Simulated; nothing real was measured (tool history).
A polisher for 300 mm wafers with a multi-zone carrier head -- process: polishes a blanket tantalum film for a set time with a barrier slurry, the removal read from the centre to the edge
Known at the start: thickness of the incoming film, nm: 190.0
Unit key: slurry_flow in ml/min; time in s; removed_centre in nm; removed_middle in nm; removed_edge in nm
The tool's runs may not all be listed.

run	day	slurry_flow	centre_zone	middle_zone	edge_zone	slurry_solids	time	removed_centre	removed_middle	removed_edge
1	0.000	160	1.00	1.00	1.00	1.00	58	61.028	64.337	65.754
2	0.221	160	1.00	1.00	0.92	1.00	58	61.897	62.600	61.446
3	0.512	160	1.00	0.94	0.92	1.00	58	61.254	59.785	62.660
4	0.662	160	1.05	0.94	0.92	1.00	58	65.462	59.553	62.214
5	1.033	155	1.02	0.96	0.90	0.90	58	59.320	57.716	58.120
6	1.192	155	1.02	0.96	0.86	0.90	58	60.461	58.066	57.429
7	1.525	135	0.92	1.03	0.81	0.65	55	39.938	44.727	42.213
8	1.721	145	0.92	1.03	0.82	0.65	55	40.531	46.734	42.271
9	2.042	150	0.92	1.02	0.84	0.65	55	40.273	45.723	42.883
10	2.129	160	0.93	1.02	0.86	0.65	55	42.117	46.444	43.284
11	2.354	160	0.93	1.02	0.86	0.65	55	41.617	46.342	43.693
12	2.383	165	0.94	1.03	0.88	0.65	55	43.158	47.263	45.092

Run 13 is up next; what results do you expect?
13	2.638	170	0.94	1.04	0.89	0.65	55	?	?	?

{"run 13": {"removed_centre": 42.591, "removed_middle": 47.336, "removed_edge": 44.856}}

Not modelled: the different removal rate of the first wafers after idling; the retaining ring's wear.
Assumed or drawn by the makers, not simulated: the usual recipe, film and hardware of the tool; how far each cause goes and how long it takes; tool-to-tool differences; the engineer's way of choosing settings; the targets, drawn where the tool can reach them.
